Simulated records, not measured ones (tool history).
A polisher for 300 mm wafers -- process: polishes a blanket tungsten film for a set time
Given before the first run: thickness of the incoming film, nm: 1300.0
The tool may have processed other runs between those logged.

run,hour,flow of slurry (ml/min),pressure of the wafer on the pad (psi),speed of the pad under the wafer (m/s),abrasive content of the slurry,polishing time (s),film removed (Å)
1,0.0,155,4.2,0.92,1.0,105,4443.1
2,5.0,145,3.6,0.92,1.0,105,3837.2
3,8.9,140,3.1,0.92,1.0,105,3368.7
4,10.5,140,3.1,1.06,1.0,105,3843.5
5,12.3,135,2.7,1.04,1.0,105,3311.2
6,14.8,115,2.7,1.04,1.0,105,3197.0

For run 7, what comes out?
7,23.8,110,2.5,1.04,1.0,105,?

film removed (Å): 3012.4
